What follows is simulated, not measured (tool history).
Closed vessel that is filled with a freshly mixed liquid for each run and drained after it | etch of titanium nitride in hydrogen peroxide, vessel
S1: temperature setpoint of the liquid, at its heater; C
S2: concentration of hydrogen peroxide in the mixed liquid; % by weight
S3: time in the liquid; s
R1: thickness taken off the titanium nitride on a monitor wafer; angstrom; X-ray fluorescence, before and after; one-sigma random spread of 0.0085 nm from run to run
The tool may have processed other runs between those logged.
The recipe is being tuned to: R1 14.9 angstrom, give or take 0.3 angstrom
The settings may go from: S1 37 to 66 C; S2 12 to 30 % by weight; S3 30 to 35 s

Run 1, hour 0: S1 53 C, S2 21 % by weight, S3 35 s. Result: R1 17.624 angstrom.
Run 2, hour 2.9: S1 52.5 C, S2 21 % by weight, S3 35 s. Result: R1 17.102 angstrom.
Run 3, hour 5: S1 57 C, S2 21 % by weight, S3 35 s. Result: R1 23.645 angstrom.
Run 4, hour 10.6: S1 55.5 C, S2 21 % by weight, S3 35 s. Result: R1 21.395 angstrom.
Run 5, hour 12.2: S1 55.5 C, S2 22.5 % by weight, S3 35 s. Result: R1 21.598 angstrom.
Run 6, hour 19.1: S1 54.5 C, S2 22.5 % by weight, S3 35 s. Result: R1 20.276 angstrom.
Run 7, hour 22.3: S1 53.5 C, S2 22.5 % by weight, S3 35 s. Result: R1 18.786 angstrom.
Run 8, hour 26.8: S1 53 C, S2 22.5 % by weight, S3 35 s. Result: R1 18.129 angstrom.
Run 9, hour 31.3: S1 49.5 C, S2 22.5 % by weight, S3 35 s. Result: R1 14.008 angstrom.
Run 10, hour 32.6: S1 49.5 C, S2 22.5 % by weight, S3 35 s. Result: R1 13.91 angstrom.
Run 11, hour 38.3: S1 50 C, S2 22.5 % by weight, S3 35 s. Result: R1 14.623 angstrom.

Which single option among these 5 for the next run brings every result within its allowed miss of target? Just one does.
Run A, hour 44: S1 52 C, S2 21.5 % by weight, S3 30 s. Result: R1 ?.
Run B, hour 44: S1 52 C, S2 20.5 % by weight, S3 30 s. Result: R1 ?.
Run C, hour 44: S1 49 C, S2 26.5 % by weight, S3 35 s. Result: R1 ?.
Run D, hour 44: S1 51.5 C, S2 15 % by weight, S3 35 s. Result: R1 ?.
Run E, hour 44: S1 49.5 C, S2 24 % by weight, S3 35 s. Result: R1 ?.

move      R1
   A  14.237
   B  14.092
   C  13.983
   D  14.841
   E  14.193
A: its largest miss is bigger than the last run's
B: its largest miss is bigger than the last run's
C: its largest miss is bigger than the last run's
D: each result inside its tolerance
E: its largest miss is bigger than the last run's
The move that meets every target is D.
